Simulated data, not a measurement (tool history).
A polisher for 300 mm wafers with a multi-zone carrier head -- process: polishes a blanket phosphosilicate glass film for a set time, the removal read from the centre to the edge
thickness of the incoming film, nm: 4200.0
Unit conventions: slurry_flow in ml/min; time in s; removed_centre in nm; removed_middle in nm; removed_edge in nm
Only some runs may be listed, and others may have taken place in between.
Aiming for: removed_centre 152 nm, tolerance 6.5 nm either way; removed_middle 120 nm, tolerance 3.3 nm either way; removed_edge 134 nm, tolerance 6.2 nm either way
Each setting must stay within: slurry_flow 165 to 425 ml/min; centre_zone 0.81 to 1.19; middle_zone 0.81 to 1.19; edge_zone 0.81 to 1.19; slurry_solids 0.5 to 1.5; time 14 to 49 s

run,hour,slurry_flow,centre_zone,middle_zone,edge_zone,slurry_solids,time,removed_centre,removed_middle,removed_edge
1,0,275,1,1,1,1,31,200.55,195.82,198.65
2,7,270,1.02,0.95,0.97,0.85,30,171.8,158.92,169.41
3,9.8,270,1.02,0.95,0.97,0.75,30,156.36,142.07,147.48
4,12.1,330,1.02,0.95,0.97,0.75,30,157.21,145.23,148.78
5,15.9,330,1.04,0.92,0.95,0.75,30,160.53,141.06,147.1
6,18.9,330,1.05,0.89,0.94,0.75,30,164.29,137.76,147.65
7,24.4,330,1.05,0.87,0.93,0.7,30,151.28,124.47,139.27
8,26,335,1.06,0.86,0.92,0.7,30,153.51,123.7,138.63
9,28.8,340,1.06,0.86,0.91,0.7,30,155.41,123.19,136.06
10,30.9,340,1.05,0.85,0.9,0.7,30,153.69,123.3,134.19

Of the 4 settings listed for the next run, only one would bring every result within its allowed miss of target. Which one?
A,33,340,1.09,0.85,0.94,0.65,32,?,?,?
B,33,320,0.98,0.85,0.86,0.85,26,?,?,?
C,33,360,0.97,0.92,0.94,0.75,27,?,?,?
D,33,375,1.03,0.9,0.89,0.7,30,?,?,?

move,removed_centre,removed_middle,removed_edge
A,154.1,120.09,132.89
B,148.41,128.9,137.67
C,137.25,128.39,132.72
D,150.82,130.34,134.16
A: all results in spec
B: misses by more than the last run did
C: misses by more than the last run did
D: misses by more than the last run did
Correct choice: A, which meets every target
